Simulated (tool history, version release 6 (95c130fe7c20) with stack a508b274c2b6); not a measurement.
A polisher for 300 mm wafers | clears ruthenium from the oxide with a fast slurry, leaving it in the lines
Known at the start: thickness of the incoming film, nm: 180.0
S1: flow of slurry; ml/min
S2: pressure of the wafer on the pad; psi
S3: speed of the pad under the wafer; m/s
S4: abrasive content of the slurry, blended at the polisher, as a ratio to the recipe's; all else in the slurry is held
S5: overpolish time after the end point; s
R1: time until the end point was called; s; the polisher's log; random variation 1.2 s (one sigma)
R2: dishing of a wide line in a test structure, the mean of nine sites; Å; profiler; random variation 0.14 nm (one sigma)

| run | day | S1 | S2 | S3 | S4 | S5 | R1 | R2 |
|---|---|---|---|---|---|---|---|---|
| 1 | 0 | 235 | 3.2 | 1.2 | 1 | 12 | 35.313 | 413.97 |
| 2 | 0.029 | 235 | 3.6 | 1.2 | 1 | 12 | 30.722 | 467.78 |
| 3 | 0.196 | 235 | 3.6 | 1.2 | 1 | 9 | 32.476 | 352.09 |
| 4 | 0.312 | 235 | 3.4 | 1.14 | 1 | 8 | 35.315 | 301.1 |
| 5 | 0.579 | 235 | 3 | 1.14 | 1 | 8 | 40.163 | 258.8 |
| 6 | 0.821 | 235 | 2.5 | 1.14 | 1 | 8 | 48.504 | 223.7 |
| 7 | 0.904 | 235 | 2.4 | 1.1 | 1 | 7 | 50.373 | 179.53 |
| 8 | 1.058 | 235 | 2.3 | 1.08 | 1 | 7 | 52.318 | 173.4 |
| 9 | 1.433 | 235 | 2.2 | 1.06 | 1 | 7 | 54.73 | 162.11 |

The next listed run, before its measurement:
| 10 | 1.738 | 235 | 2.1 | 1.04 | 1 | 7 | ? | ? |

R1: 62.181 s
R2: 149.89 Å

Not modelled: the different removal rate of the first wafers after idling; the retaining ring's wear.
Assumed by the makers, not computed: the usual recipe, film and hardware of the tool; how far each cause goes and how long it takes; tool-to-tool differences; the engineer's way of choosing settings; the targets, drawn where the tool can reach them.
